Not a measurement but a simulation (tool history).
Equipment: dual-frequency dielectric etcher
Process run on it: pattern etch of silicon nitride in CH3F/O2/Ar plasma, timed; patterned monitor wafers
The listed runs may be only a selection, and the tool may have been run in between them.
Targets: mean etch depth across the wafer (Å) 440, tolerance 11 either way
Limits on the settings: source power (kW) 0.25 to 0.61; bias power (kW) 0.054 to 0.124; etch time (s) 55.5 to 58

run  hour  source power (kW)  bias power (kW)  etch time (s)  mean etch depth across the wafer (Å)
  1     0               0.43            0.089           55.5                                363.37
  2   1.2               0.46            0.092           55.5                                375.49
  3     2               0.48            0.095           55.5                                384.08
  4     7                0.5            0.098           55.5                                395.68
  5  13.1                0.5            0.086           55.5                                381.38
  6  15.5                0.5            0.086             58                                 396.9
  7    17               0.52            0.088             58                                402.27
  8  23.3               0.53            0.091             58                                409.36
  9  28.7               0.54            0.093             58                                 415.8
 10  36.2               0.55            0.095             58                                423.91
 11  43.4               0.56            0.096             58                                423.82

Which single option among these 4 for the next run brings every result within its allowed miss of target? Just one does.
  A  50.6               0.59            0.092             57                                     ?
  B  50.6               0.59            0.103             57                                     ?
  C  50.6                0.5            0.103             57                                     ?
  D  50.6               0.52            0.099             58                                     ?

move  mean etch depth across the wafer (Å)
   A                                417.81
   B                                433.41
   C                                409.19
   D                                416.56
A: the biggest miss grows against the last run
B: every result within its allowed miss
C: the biggest miss grows against the last run
D: the biggest miss grows against the last run
B is the move that brings every result within its allowed miss.

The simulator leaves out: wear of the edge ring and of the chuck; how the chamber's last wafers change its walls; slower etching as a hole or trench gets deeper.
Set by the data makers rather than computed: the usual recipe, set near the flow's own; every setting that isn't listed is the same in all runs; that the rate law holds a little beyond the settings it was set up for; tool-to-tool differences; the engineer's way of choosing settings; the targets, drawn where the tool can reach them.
